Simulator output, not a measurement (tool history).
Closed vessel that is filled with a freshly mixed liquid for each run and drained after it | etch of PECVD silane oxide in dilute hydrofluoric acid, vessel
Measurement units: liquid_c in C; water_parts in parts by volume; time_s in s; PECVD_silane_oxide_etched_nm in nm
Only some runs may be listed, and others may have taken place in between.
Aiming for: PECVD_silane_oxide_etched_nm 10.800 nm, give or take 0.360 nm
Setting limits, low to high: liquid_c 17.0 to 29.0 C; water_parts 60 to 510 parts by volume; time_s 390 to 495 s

run	day	liquid_c	water_parts	time_s	PECVD_silane_oxide_etched_nm
1	0.000	21.0	285	495	19.782
2	0.054	21.0	210	495	28.021
3	0.146	20.0	250	495	22.451
4	0.462	19.5	280	495	19.126
5	0.667	19.5	330	495	15.430
6	0.904	19.0	345	495	14.177
7	1.225	18.5	355	495	13.518
8	1.392	18.0	365	495	12.682
9	1.496	18.0	370	495	12.476
10	1.742	18.0	375	495	12.392
11	1.888	18.0	380	495	12.100
12	2.154	18.0	385	495	11.823

Of the 4 settings listed for the next run, only one would bring every result within its allowed miss of target. Which one?
A	2.421	17.0	335	485	?
B	2.421	20.5	410	445	?
C	2.421	18.0	345	445	?
D	2.421	17.0	345	455	?

move	PECVD_silane_oxide_etched_nm
A	13.574
B	10.844
C	12.446
D	12.265
A: lands further from the targets than the last run did
B: in spec on every target
C: lands further from the targets than the last run did
D: lands further from the targets than the last run did
The move that meets every target is B.

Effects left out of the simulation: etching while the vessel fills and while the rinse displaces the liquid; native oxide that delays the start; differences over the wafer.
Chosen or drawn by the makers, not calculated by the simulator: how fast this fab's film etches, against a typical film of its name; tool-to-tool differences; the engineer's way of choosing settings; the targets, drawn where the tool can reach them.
